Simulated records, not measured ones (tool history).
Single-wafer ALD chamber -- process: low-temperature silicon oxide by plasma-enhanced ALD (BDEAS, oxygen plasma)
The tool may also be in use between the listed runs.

| run | day | heater temperature setpoint (K) | number of ALD cycles (cycles) | mean film thickness on the monitor wafer (nm) |
|---|---|---|---|---|
| 1 | 0.000 | 388.15 | 38 | 5.5549 |
| 2 | 0.346 | 390.15 | 35 | 5.0822 |
| 3 | 0.679 | 390.15 | 30 | 4.3825 |
| 4 | 1.033 | 390.15 | 27 | 3.9308 |
| 5 | 1.225 | 390.15 | 26 | 3.7697 |
| 6 | 1.438 | 384.15 | 26 | 3.8157 |
| 7 | 1.475 | 384.15 | 27 | 3.9874 |
| 8 | 1.662 | 382.15 | 27 | 4.0149 |
| 9 | 1.962 | 376.15 | 29 | 4.3424 |
| 10 | 2.067 | 377.15 | 29 | 4.3161 |
| 11 | 2.342 | 378.15 | 29 | 4.3293 |

For run 12, what comes out?
| 12 | 2.579 | 379.15 | 29 | ? |

{"run 12": {"mean film thickness on the monitor wafer (nm)": 4.3121}}
